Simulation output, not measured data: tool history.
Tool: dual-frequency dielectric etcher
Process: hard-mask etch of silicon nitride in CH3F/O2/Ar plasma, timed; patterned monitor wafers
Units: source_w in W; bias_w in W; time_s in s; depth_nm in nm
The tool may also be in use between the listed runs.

Run 1, day 0: source_w 500 W, bias_w 100 W, time_s 122 s. Result: depth_nm 101.68 nm.
Run 2, day 0.058: source_w 500 W, bias_w 117 W, time_s 122 s. Result: depth_nm 111.54 nm.
Run 3, day 0.117: source_w 500 W, bias_w 117 W, time_s 122 s. Result: depth_nm 111.2 nm.
Run 4, day 0.371: source_w 470 W, bias_w 113 W, time_s 121.5 s. Result: depth_nm 106 nm.
Run 5, day 0.638: source_w 470 W, bias_w 102 W, time_s 121.5 s. Result: depth_nm 100.38 nm.
Run 6, day 0.725: source_w 450 W, bias_w 101 W, time_s 121.5 s. Result: depth_nm 98.102 nm.
Run 7, day 1.05: source_w 430 W, bias_w 100 W, time_s 121.5 s. Result: depth_nm 95.904 nm.

The next listed run, before its measurement:
Run 8, day 1.162: source_w 420 W, bias_w 100 W, time_s 121.5 s. Result: depth_nm ?.

depth_nm: 94.61 nm
